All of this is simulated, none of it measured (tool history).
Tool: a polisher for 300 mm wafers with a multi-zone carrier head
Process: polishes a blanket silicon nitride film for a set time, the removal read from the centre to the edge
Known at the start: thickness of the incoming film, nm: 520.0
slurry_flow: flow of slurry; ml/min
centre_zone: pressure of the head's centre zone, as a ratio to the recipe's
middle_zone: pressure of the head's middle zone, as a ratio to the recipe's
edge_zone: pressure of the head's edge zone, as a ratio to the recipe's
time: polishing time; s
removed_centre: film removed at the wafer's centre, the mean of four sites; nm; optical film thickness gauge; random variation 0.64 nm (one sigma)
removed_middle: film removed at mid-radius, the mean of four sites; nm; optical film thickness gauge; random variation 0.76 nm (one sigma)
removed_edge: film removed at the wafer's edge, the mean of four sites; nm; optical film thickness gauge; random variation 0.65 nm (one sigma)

Run 1, day 0.000: slurry_flow 305 ml/min, centre_zone 1.00, middle_zone 1.00, edge_zone 1.00, time 79 s. Result: removed_centre 122.55 nm, removed_middle 120.860 nm, removed_edge 125.130 nm.
Run 2, day 0.362: slurry_flow 340 ml/min, centre_zone 1.00, middle_zone 1.00, edge_zone 1.00, time 79 s. Result: removed_centre 121.82 nm, removed_middle 119.400 nm, removed_edge 127.280 nm.
Run 3, day 0.462: slurry_flow 300 ml/min, centre_zone 1.01, middle_zone 1.00, edge_zone 0.95, time 68 s. Result: removed_centre 106.44 nm, removed_middle 101.820 nm, removed_edge 105.880 nm.
Run 4, day 0.579: slurry_flow 300 ml/min, centre_zone 1.01, middle_zone 1.00, edge_zone 1.00, time 68 s. Result: removed_centre 107.98 nm, removed_middle 103.870 nm, removed_edge 109.210 nm.
Run 5, day 0.833: slurry_flow 300 ml/min, centre_zone 1.01, middle_zone 1.00, edge_zone 1.00, time 85 s. Result: removed_centre 131.12 nm, removed_middle 125.350 nm, removed_edge 135.940 nm.
Run 6, day 1.179: slurry_flow 265 ml/min, centre_zone 1.01, middle_zone 1.00, edge_zone 1.00, time 85 s. Result: removed_centre 131.52 nm, removed_middle 128.140 nm, removed_edge 132.720 nm.
Run 7, day 1.254: slurry_flow 245 ml/min, centre_zone 1.03, middle_zone 1.02, edge_zone 0.95, time 72 s. Result: removed_centre 111.05 nm, removed_middle 107.340 nm, removed_edge 108.670 nm.

The next listed run, before its measurement:
At day 1.304: edge zone pressure recalibrated.
Run 8, day 1.304: slurry_flow 185 ml/min, centre_zone 1.13, middle_zone 1.12, edge_zone 0.85, time 50 s. Result: removed_centre ?, removed_middle ?, removed_edge ?.

Run 8 gave removed_centre 79.39 nm, removed_middle 76.848 nm, removed_edge 68.293 nm.

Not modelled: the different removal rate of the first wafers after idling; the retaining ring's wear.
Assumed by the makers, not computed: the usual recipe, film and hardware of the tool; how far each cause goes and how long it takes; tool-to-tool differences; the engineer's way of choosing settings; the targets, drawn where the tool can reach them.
